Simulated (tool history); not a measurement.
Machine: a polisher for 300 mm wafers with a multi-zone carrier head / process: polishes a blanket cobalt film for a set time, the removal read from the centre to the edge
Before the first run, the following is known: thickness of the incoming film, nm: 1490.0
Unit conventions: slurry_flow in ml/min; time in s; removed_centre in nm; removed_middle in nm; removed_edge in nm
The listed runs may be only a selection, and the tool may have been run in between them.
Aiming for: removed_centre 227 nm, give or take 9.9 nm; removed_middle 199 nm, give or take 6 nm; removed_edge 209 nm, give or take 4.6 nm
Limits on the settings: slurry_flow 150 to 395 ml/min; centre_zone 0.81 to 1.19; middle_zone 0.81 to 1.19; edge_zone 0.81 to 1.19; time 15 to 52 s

run  hour  slurry_flow  centre_zone  middle_zone  edge_zone  time  removed_centre  removed_middle  removed_edge
  1     0          250            1            1          1    33          148.73          146.27        145.22
  2   7.6          255         1.02            1       1.02    34          153.49          150.31        152.61
  3  13.7          255         1.02            1       1.02    42          192.22          187.46        186.03
  4  20.8          265         1.04            1       1.03    42          195.57          184.32        188.93
  5  27.5          270         1.05         1.01       1.04    42          197.33          187.67         192.5
  6  36.3          270         1.05         0.96       1.04    42          197.13          180.55        190.25
  7  38.4          275         1.06         0.97       1.05    42          200.14          181.75        192.58
  8  44.1          280         1.07         0.98       1.05    42          202.05          185.82        190.64
  9  51.2          285         1.08         0.98       1.06    42          206.73          182.19        192.75
 10    58          290         1.08         0.99       1.07    42          207.21          183.23        194.41
 11  64.7          295         1.08            1       1.08    42          206.93          188.83        192.77
 12  70.7          295         1.08            1       1.09    42          202.35          187.18        197.38

Exercise: of the 5 proposed moves below, exactly one satisfies all targets within the stated allowed misses. Which move is it?
  A  76.7          260         1.15         1.02       1.13    44               ?               ?             ?
  B  76.7          345         1.14         1.06       0.95    41               ?               ?             ?
  C  76.7          375         1.19         0.97       1.08    46               ?               ?             ?
  D  76.7          285         0.95         0.97       1.19    41               ?               ?             ?
  E  76.7          210         1.08         1.05       1.19    44               ?               ?             ?

move  removed_centre  removed_middle  removed_edge
   A           219.3          197.01        207.74
   B          207.93          193.94        180.79
   C          244.39          203.42        217.15
   D          172.31          177.71        200.16
   E           202.3           197.9        210.16
A: every result within its allowed miss
B: the biggest miss grows against the last run
C: carries the result that was furthest off beyond its target, to the other side
D: the biggest miss grows against the last run
E: brings the last run's worst result on target, with another outside its allowed miss
Move A is the one to make.
